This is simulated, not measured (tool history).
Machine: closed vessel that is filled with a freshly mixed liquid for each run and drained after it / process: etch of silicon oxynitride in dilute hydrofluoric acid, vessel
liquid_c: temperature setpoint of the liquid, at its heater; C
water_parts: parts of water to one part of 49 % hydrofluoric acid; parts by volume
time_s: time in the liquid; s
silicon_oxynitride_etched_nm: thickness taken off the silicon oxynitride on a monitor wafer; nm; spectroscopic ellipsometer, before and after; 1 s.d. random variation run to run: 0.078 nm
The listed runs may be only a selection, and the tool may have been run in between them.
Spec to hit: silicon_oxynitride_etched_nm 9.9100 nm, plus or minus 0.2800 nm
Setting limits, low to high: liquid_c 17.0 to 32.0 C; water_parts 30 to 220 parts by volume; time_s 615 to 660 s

run	hour	liquid_c	water_parts	time_s	silicon_oxynitride_etched_nm
1	0.0	24.0	125	615	6.0769
2	8.4	21.0	125	615	5.2822
3	11.8	21.0	105	615	6.3025
4	12.5	22.0	105	615	6.6283
5	16.2	22.0	80	615	8.8676
6	22.7	22.0	105	615	6.5871
7	29.8	23.0	105	615	6.9740
8	34.7	24.0	105	615	7.3346
9	39.2	28.0	100	615	9.3029

Pick the move, out of 4, that brings all results within their allowed miss; only one does.
A	43.7	23.5	80	640	?
B	43.7	28.5	110	650	?
C	43.7	28.0	90	625	?
D	43.7	30.0	115	620	?

move	silicon_oxynitride_etched_nm
A	10.0190
B	9.0934
C	10.6490
D	8.8289
A: hits every target within its allowed miss
B: its largest miss is bigger than the last run's
C: takes the result that was furthest off past its target
D: its largest miss is bigger than the last run's
The move that meets every target is A.
